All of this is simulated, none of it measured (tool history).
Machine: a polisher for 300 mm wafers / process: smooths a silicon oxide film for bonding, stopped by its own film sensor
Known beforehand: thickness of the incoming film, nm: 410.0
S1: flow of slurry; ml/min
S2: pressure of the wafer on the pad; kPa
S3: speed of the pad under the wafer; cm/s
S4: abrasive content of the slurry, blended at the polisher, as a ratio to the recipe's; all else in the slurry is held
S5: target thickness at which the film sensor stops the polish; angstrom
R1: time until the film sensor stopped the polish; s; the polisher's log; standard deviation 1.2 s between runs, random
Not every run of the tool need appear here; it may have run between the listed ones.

run,hour,S1,S2,S3,S4,S5,R1
1,0.0,285,18.6,74,1.0,3750,43.852
2,5.0,285,18.6,74,1.0,3750,43.460
3,8.8,285,17.9,74,1.0,3750,45.517
4,13.3,285,17.2,74,1.0,3750,45.986
5,21.5,285,16.5,72,1.0,3750,48.986
6,23.8,285,16.5,72,1.0,3790,44.072
7,24.9,285,15.9,70,1.0,3790,45.582
8,27.1,285,15.2,68,1.0,3790,49.286
9,33.9,285,14.5,68,1.0,3790,50.701

Run 10 has not been measured yet. What should we expect?
10,42.5,285,13.8,68,1.0,3790,?

{"run 10": {"R1": 52.315}}
